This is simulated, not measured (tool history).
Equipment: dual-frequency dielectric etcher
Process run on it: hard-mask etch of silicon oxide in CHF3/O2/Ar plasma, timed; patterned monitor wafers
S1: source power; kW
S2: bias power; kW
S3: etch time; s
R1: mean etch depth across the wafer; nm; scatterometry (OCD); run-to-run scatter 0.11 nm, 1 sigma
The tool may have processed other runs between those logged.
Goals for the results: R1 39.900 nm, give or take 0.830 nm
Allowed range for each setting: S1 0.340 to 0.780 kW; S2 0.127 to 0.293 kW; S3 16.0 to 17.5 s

run 1 hour=0.0 | S1=0.560 S2=0.210 S3=17.5 | R1=36.340
run 2 hour=7.5 | S1=0.580 S2=0.212 S3=17.5 | R1=36.840
run 3 hour=9.3 | S1=0.580 S2=0.212 S3=16.0 | R1=33.711
run 4 hour=15.5 | S1=0.610 S2=0.222 S3=16.0 | R1=35.053
run 5 hour=19.6 | S1=0.630 S2=0.229 S3=16.0 | R1=35.895
run 6 hour=28.4 | S1=0.630 S2=0.258 S3=16.0 | R1=37.381
run 7 hour=34.5 | S1=0.650 S2=0.260 S3=16.0 | R1=37.981
run 8 hour=38.4 | S1=0.650 S2=0.260 S3=16.0 | R1=38.056

4 next moves are on the table. One of them brings every result within its allowed miss. Which?
run A hour=42.3 | S1=0.600 S2=0.293 S3=16.5 | R1=?
run B hour=42.3 | S1=0.690 S2=0.256 S3=16.0 | R1=?
run C hour=42.3 | S1=0.650 S2=0.249 S3=16.5 | R1=?
run D hour=42.3 | S1=0.650 S2=0.251 S3=16.5 | R1=?

move=A R1=39.606
move=B R1=38.437
move=C R1=38.400
move=D R1=38.512
A: every result lands within tolerance
B: closes in on the targets versus the last run, not all within tolerance yet
C: closes in on the targets versus the last run, not all within tolerance yet
D: closes in on the targets versus the last run, not all within tolerance yet
Correct choice: A, which meets every target

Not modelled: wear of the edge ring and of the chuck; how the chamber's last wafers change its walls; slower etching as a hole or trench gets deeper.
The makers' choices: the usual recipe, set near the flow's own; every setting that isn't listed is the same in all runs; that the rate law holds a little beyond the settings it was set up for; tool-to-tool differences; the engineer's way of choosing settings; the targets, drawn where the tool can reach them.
